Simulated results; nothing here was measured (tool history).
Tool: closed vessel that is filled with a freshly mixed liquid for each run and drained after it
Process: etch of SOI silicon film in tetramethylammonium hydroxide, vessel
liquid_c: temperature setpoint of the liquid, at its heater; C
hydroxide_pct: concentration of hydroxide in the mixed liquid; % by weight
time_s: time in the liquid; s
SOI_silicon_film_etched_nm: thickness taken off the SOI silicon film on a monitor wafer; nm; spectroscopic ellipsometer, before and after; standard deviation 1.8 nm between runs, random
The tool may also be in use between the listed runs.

| run | day | liquid_c | hydroxide_pct | time_s | SOI_silicon_film_etched_nm |
|---|---|---|---|---|---|
| 1 | 0 | 65 | 10 | 95 | 556.63 |
| 2 | 0.288 | 69 | 10 | 95 | 699.52 |
| 3 | 0.542 | 69 | 10 | 95 | 698.53 |
| 4 | 0.717 | 67 | 10 | 95 | 619.74 |
| 5 | 0.908 | 67 | 10 | 105 | 683.49 |
| 6 | 1.096 | 71.5 | 10 | 105 | 896.43 |

The next listed run, before its measurement:
| 7 | 1.404 | 68.5 | 10 | 105 | ? |

{"run 7": {"SOI_silicon_film_etched_nm": 754.7}}

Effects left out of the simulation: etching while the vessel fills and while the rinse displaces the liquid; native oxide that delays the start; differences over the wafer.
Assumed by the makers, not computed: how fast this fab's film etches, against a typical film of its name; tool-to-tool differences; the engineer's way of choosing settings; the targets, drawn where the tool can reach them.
